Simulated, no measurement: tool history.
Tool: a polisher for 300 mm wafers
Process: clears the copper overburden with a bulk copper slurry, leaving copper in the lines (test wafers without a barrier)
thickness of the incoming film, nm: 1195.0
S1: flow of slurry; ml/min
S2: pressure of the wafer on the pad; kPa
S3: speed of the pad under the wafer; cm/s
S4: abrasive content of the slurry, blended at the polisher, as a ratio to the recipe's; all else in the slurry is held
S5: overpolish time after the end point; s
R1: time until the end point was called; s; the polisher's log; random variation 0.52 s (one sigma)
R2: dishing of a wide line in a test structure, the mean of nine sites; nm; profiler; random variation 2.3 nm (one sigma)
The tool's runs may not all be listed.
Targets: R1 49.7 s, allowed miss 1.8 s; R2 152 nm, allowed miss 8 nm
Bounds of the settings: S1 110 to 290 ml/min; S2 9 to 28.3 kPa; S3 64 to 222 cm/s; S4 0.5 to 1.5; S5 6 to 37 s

run 1 day=0 | S1=185 S2=18.6 S3=142 S4=1 S5=19 | R1=86.693 R2=126.92
run 2 day=0.3 | S1=185 S2=20 S3=142 S4=1 S5=18 | R1=81.642 R2=133.69
run 3 day=0.508 | S1=145 S2=20 S3=142 S4=1 S5=18 | R1=84.962 R2=122.04
run 4 day=0.558 | S1=180 S2=20 S3=142 S4=1 S5=18 | R1=81.957 R2=131.7
run 5 day=0.838 | S1=180 S2=20 S3=142 S4=0.85 S5=18 | R1=86.27 R2=126.08
run 6 day=1.033 | S1=200 S2=20 S3=142 S4=0.85 S5=18 | R1=84.435 R2=127.86
run 7 day=1.054 | S1=205 S2=21.4 S3=144 S4=0.85 S5=17 | R1=78.249 R2=129.11
run 8 day=1.308 | S1=205 S2=22.1 S3=146 S4=0.85 S5=17 | R1=74.153 R2=132.36
run 9 day=1.679 | S1=205 S2=22.8 S3=148 S4=0.85 S5=17 | R1=70.508 R2=138.47

4 next moves are on the table. One of them brings every result within its allowed miss. Which?
run A day=2.05 | S1=200 S2=17.9 S3=164 S4=0.85 S5=18 | R1=? R2=?
run B day=2.05 | S1=185 S2=20.7 S3=96 S4=0.8 S5=35 | R1=? R2=?
run C day=2.05 | S1=200 S2=23.4 S3=118 S4=0.7 S5=27 | R1=? R2=?
run D day=2.05 | S1=215 S2=24.8 S3=204 S4=0.75 S5=14 | R1=? R2=?

move=A R1=79.896 R2=124.21
move=B R1=118.63 R2=145.02
move=C R1=90.546 R2=149.95
move=D R1=49.755 R2=147.95
A: further off than the last run
B: further off than the last run
C: further off than the last run
D: meets every target
Move D is the one to make.
